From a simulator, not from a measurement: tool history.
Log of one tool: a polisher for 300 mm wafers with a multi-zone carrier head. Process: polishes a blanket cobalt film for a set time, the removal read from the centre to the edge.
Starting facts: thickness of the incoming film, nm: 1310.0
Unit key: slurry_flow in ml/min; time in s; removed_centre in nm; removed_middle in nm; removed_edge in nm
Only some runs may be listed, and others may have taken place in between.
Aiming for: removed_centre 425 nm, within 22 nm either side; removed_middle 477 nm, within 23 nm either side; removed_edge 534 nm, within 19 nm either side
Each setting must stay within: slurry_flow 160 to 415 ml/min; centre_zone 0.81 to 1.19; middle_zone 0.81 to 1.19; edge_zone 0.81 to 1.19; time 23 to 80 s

run 1 day=0 | slurry_flow=265 centre_zone=1 middle_zone=1 edge_zone=1 time=51 | removed_centre=340.55 removed_middle=359.26 removed_edge=354.01
run 2 day=0.346 | slurry_flow=265 centre_zone=1 middle_zone=1 edge_zone=1 time=62 | removed_centre=405.21 removed_middle=439.65 removed_edge=432.72
run 3 day=0.504 | slurry_flow=265 centre_zone=0.99 middle_zone=0.99 edge_zone=1.04 time=64 | removed_centre=427.7 removed_middle=445.63 removed_edge=464.63
run 4 day=0.862 | slurry_flow=265 centre_zone=0.99 middle_zone=0.99 edge_zone=1.04 time=70 | removed_centre=469.67 removed_middle=474.42 removed_edge=505.05
run 5 day=1.004 | slurry_flow=265 centre_zone=0.99 middle_zone=1.06 edge_zone=1.04 time=70 | removed_centre=461.47 removed_middle=509.18 removed_edge=492.52
run 6 day=1.333 | slurry_flow=265 centre_zone=0.99 middle_zone=1.11 edge_zone=1.04 time=70 | removed_centre=472.4 removed_middle=533.54 removed_edge=501.85
run 7 day=1.579 | slurry_flow=260 centre_zone=0.96 middle_zone=1.09 edge_zone=1.06 time=70 | removed_centre=454.66 removed_middle=523.78 removed_edge=505.89
run 8 day=1.871 | slurry_flow=260 centre_zone=0.96 middle_zone=1.09 edge_zone=1.06 time=70 | removed_centre=446.11 removed_middle=518.26 removed_edge=505.21
run 9 day=1.971 | slurry_flow=255 centre_zone=0.95 middle_zone=1.07 edge_zone=1.08 time=70 | removed_centre=446.43 removed_middle=522.82 removed_edge=517.73
run 10 day=2.008 | slurry_flow=255 centre_zone=0.94 middle_zone=1.04 edge_zone=1.09 time=70 | removed_centre=435.07 removed_middle=501.37 removed_edge=517.09
run 11 day=2.304 | slurry_flow=255 centre_zone=0.94 middle_zone=1.03 edge_zone=1.1 time=70 | removed_centre=444.04 removed_middle=494.22 removed_edge=511.69
run 12 day=2.604 | slurry_flow=235 centre_zone=0.84 middle_zone=0.96 edge_zone=1.18 time=72 | removed_centre=387.44 removed_middle=500.42 removed_edge=548.25

5 candidate next runs follow, results not yet known. Just one meets every target within its allowed miss. Identify it.
run A day=2.904 | slurry_flow=210 centre_zone=0.89 middle_zone=0.93 edge_zone=1.11 time=72 | removed_centre=? removed_middle=? removed_edge=?
run B day=2.904 | slurry_flow=180 centre_zone=0.86 middle_zone=1.09 edge_zone=1.15 time=71 | removed_centre=? removed_middle=? removed_edge=?
run C day=2.904 | slurry_flow=235 centre_zone=0.85 middle_zone=0.97 edge_zone=1.18 time=75 | removed_centre=? removed_middle=? removed_edge=?
run D day=2.904 | slurry_flow=240 centre_zone=0.81 middle_zone=1.04 edge_zone=1.14 time=74 | removed_centre=? removed_middle=? removed_edge=?
run E day=2.904 | slurry_flow=245 centre_zone=0.81 middle_zone=0.99 edge_zone=1.16 time=76 | removed_centre=? removed_middle=? removed_edge=?

move=A removed_centre=419.41 removed_middle=477.49 removed_edge=523.21
move=B removed_centre=394.34 removed_middle=523.31 removed_edge=519.53
move=C removed_centre=421.32 removed_middle=517.58 removed_edge=565.94
move=D removed_centre=396.86 removed_middle=538.85 removed_edge=548.71
move=E removed_centre=408.18 removed_middle=534.29 removed_edge=569.64
A: each result inside its tolerance
B: moves away from the targets compared with the last run
C: meets the target for the result that was furthest off, but another lies outside its allowed miss
D: moves away from the targets compared with the last run
E: meets the target for the result that was furthest off, but another lies outside its allowed miss
Move A is the one to make.
